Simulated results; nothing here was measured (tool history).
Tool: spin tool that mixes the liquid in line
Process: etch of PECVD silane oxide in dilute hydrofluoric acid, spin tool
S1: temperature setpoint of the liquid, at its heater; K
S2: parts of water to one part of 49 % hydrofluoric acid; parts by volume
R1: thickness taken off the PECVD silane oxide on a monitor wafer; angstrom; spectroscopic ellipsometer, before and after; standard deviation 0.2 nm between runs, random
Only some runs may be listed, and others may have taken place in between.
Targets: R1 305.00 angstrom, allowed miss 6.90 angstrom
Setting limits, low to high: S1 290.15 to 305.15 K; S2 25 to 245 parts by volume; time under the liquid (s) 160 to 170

run 1 hour=0.0 | S1=297.15 S2=135 time_under_the_liquid_(s)=160 | R1=415.87
run 2 hour=3.3 | S1=293.65 S2=135 time_under_the_liquid_(s)=160 | R1=365.15
run 3 hour=5.8 | S1=293.65 S2=180 time_under_the_liquid_(s)=160 | R1=260.85
run 4 hour=8.1 | S1=294.15 S2=180 time_under_the_liquid_(s)=160 | R1=265.31
run 5 hour=12.6 | S1=292.65 S2=180 time_under_the_liquid_(s)=160 | R1=249.93
run 6 hour=13.6 | S1=295.15 S2=180 time_under_the_liquid_(s)=160 | R1=277.76
run 7 hour=15.1 | S1=295.65 S2=180 time_under_the_liquid_(s)=160 | R1=282.32
run 8 hour=17.3 | S1=296.15 S2=180 time_under_the_liquid_(s)=160 | R1=283.70
run 9 hour=24.9 | S1=296.65 S2=180 time_under_the_liquid_(s)=160 | R1=291.52

5 candidate next runs follow, results not yet known. Just one meets every target within its allowed miss. Identify it.
run A hour=32.5 | S1=297.65 S2=170 time_under_the_liquid_(s)=160 | R1=?
run B hour=32.5 | S1=297.15 S2=180 time_under_the_liquid_(s)=165 | R1=?
run C hour=32.5 | S1=295.15 S2=180 time_under_the_liquid_(s)=170 | R1=?
run D hour=32.5 | S1=296.15 S2=180 time_under_the_liquid_(s)=160 | R1=?
run E hour=32.5 | S1=294.15 S2=170 time_under_the_liquid_(s)=165 | R1=?

move=A R1=326.09
move=B R1=308.25
move=C R1=294.43
move=D R1=287.86
move=E R1=294.19
A: the result that was furthest off in the last run now lies on the other side of its target
B: each result inside its tolerance
C: gains on the last run, yet a result remains outside its allowed miss
D: its largest miss is bigger than the last run's
E: gains on the last run, yet a result remains outside its allowed miss
So the answer is move B, the one that meets all the targets.
